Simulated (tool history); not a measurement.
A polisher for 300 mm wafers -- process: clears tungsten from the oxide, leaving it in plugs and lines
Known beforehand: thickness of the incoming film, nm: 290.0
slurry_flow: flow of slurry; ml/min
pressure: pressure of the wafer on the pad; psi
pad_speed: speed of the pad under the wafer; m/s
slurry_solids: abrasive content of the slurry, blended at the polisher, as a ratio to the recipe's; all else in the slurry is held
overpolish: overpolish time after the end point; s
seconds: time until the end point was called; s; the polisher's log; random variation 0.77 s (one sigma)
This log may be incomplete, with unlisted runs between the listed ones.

Run 1, hour 0: slurry_flow 210 ml/min, pressure 2.7 psi, pad_speed 1.22 m/s, slurry_solids 1, overpolish 11 s. Result: seconds 78.431 s.
Run 2, hour 6.4: slurry_flow 210 ml/min, pressure 3 psi, pad_speed 1.24 m/s, slurry_solids 1, overpolish 11 s. Result: seconds 70.131 s.
Run 3, hour 14.3: slurry_flow 265 ml/min, pressure 3 psi, pad_speed 1.24 m/s, slurry_solids 1, overpolish 11 s. Result: seconds 68.385 s.
Run 4, hour 20.4: slurry_flow 265 ml/min, pressure 2.4 psi, pad_speed 1.24 m/s, slurry_solids 1, overpolish 11 s. Result: seconds 80.198 s.
Run 5, hour 21.2: slurry_flow 305 ml/min, pressure 2.4 psi, pad_speed 1.24 m/s, slurry_solids 1, overpolish 11 s. Result: seconds 79.045 s.
Run 6, hour 22.8: slurry_flow 305 ml/min, pressure 2.4 psi, pad_speed 1.42 m/s, slurry_solids 1, overpolish 11 s. Result: seconds 68.913 s.
Run 7, hour 29.9: slurry_flow 305 ml/min, pressure 2.6 psi, pad_speed 1.42 m/s, slurry_solids 1, overpolish 11 s. Result: seconds 65.409 s.

Predict the results of run 8:
At hour 32.8: slurry nozzle cleaned.
Run 8, hour 32.8: slurry_flow 305 ml/min, pressure 2.7 psi, pad_speed 1.42 m/s, slurry_solids 1, overpolish 11 s. Result: seconds ?.

{"run 8": {"seconds": 63.746}}

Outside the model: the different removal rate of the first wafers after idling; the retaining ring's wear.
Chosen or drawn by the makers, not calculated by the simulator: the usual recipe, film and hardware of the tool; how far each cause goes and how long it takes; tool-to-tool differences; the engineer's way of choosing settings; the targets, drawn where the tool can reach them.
